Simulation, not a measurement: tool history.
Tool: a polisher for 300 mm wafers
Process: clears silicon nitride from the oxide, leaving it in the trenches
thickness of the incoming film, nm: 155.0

| run | hour | flow of slurry (ml/min) | pressure of the wafer on the pad (psi) | speed of the pad under the wafer (cm/s) | overpolish time after the end point (s) | time until the end point was called (s) |
|---|---|---|---|---|---|---|
| 1 | 0 | 190 | 2.7 | 116 | 7 | 171.18 |
| 2 | 8.9 | 190 | 2.9 | 116 | 7 | 159.52 |
| 3 | 16.5 | 190 | 2.6 | 116 | 7 | 177.34 |
| 4 | 19.9 | 190 | 2.8 | 116 | 7 | 167.65 |
| 5 | 25.7 | 190 | 2.8 | 116 | 5 | 165.04 |
| 6 | 31.2 | 190 | 3 | 116 | 5 | 153.42 |
| 7 | 32.5 | 190 | 3.2 | 116 | 5 | 143.35 |
| 8 | 39.2 | 190 | 3.3 | 116 | 5 | 138.82 |
| 9 | 41.9 | 190 | 3.4 | 116 | 5 | 134.29 |
| 10 | 48 | 190 | 3.5 | 116 | 5 | 131.45 |
|  | 51.3 | head pressure recalibrated |
| 11 | 51.3 | 190 | 3.6 | 116 | 5 | 132.56 |

Forecast run 12:
| 12 | 53.1 | 190 | 3.7 | 116 | 5 | ? |

time until the end point was called (s): 132.62
